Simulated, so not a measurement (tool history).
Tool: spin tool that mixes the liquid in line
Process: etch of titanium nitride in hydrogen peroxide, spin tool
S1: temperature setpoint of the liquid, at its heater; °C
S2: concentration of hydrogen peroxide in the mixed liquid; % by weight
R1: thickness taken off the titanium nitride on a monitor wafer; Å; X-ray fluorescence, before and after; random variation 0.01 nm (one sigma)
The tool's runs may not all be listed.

Run 1, hour 0.0: S1 45.0 °C, S2 15.5 % by weight, time under the liquid (s) 80. Result: R1 23.3300 Å.
Run 2, hour 1.4: S1 45.0 °C, S2 15.5 % by weight, time under the liquid (s) 55. Result: R1 16.1050 Å.
Run 3, hour 4.1: S1 38.0 °C, S2 15.5 % by weight, time under the liquid (s) 55. Result: R1 9.3772 Å.
Run 4, hour 9.5: S1 39.0 °C, S2 15.5 % by weight, time under the liquid (s) 55. Result: R1 10.1870 Å.
Run 5, hour 11.5: S1 32.0 °C, S2 15.5 % by weight, time under the liquid (s) 55. Result: R1 5.8486 Å.
Run 6, hour 12.8: S1 32.0 °C, S2 15.5 % by weight, time under the liquid (s) 80. Result: R1 8.5635 Å.
Run 7, hour 14.1: S1 33.5 °C, S2 15.5 % by weight, time under the liquid (s) 80. Result: R1 9.5713 Å.

The next listed run, before its measurement:
Run 8, hour 14.9: S1 34.5 °C, S2 15.5 % by weight, time under the liquid (s) 80. Result: R1 ?.

R1: 10.4600 Å
